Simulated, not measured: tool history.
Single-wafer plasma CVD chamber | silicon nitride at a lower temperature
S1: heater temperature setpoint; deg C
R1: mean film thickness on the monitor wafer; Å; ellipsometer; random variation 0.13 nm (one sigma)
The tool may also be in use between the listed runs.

{"run": 1, "hour": 0.0, "S1": 340, "chamber pressure (mTorr)": 1470, "RF power (W)": 335, "deposition time (s)": 38.5, "R1": 488.97}
{"run": 2, "hour": 1.3, "S1": 340, "chamber pressure (mTorr)": 1380, "RF power (W)": 330, "deposition time (s)": 38.5, "R1": 474.93}
{"run": 3, "hour": 2.6, "S1": 346, "chamber pressure (mTorr)": 1380, "RF power (W)": 330, "deposition time (s)": 38.5, "R1": 470.54}
{"run": 4, "hour": 9.1, "S1": 336, "chamber pressure (mTorr)": 1380, "RF power (W)": 330, "deposition time (s)": 38.5, "R1": 475.86}
{"run": 5, "hour": 9.9, "S1": 331, "chamber pressure (mTorr)": 1380, "RF power (W)": 330, "deposition time (s)": 38.5, "R1": 475.71}
{"run": 6, "hour": 15.1, "S1": 331, "chamber pressure (mTorr)": 1310, "RF power (W)": 325, "deposition time (s)": 38.5, "R1": 461.01}
{"run": 7, "hour": 15.8, "S1": 331, "chamber pressure (mTorr)": 1270, "RF power (W)": 325, "deposition time (s)": 38.5, "R1": 455.4}

Forecast run 8:
{"run": 8, "hour": 17.7, "S1": 331, "chamber pressure (mTorr)": 1270, "RF power (W)": 325, "deposition time (s)": 38.5, "R1": "?"}

R1: 455.65 Å

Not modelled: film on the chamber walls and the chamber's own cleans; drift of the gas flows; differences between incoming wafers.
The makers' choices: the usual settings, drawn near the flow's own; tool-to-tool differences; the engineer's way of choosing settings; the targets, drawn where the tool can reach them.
